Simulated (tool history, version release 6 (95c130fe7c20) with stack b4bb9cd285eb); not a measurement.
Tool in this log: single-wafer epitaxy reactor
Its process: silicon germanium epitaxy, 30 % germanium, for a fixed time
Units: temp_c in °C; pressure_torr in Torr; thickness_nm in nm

run 1 hour=0 | temp_c=600 pressure_torr=19.1 | thickness_nm=55.168
run 2 hour=6.6 | temp_c=590 pressure_torr=19.1 | thickness_nm=47.324
run 3 hour=10.1 | temp_c=590 pressure_torr=16.9 | thickness_nm=43.6
run 4 hour=13 | temp_c=589 pressure_torr=16.9 | thickness_nm=42.818
run 5 hour=20.7 | temp_c=589 pressure_torr=13.8 | thickness_nm=37.814
run 6 hour=29 | temp_c=589 pressure_torr=11.5 | thickness_nm=33.04
run 7 hour=34.9 | temp_c=591 pressure_torr=11.5 | thickness_nm=33.973

Estimate the outcome of run 8 from the log above:
run 8 hour=43.4 | temp_c=593 pressure_torr=11.5 | thickness_nm=?

thickness_nm: 35.075 nm
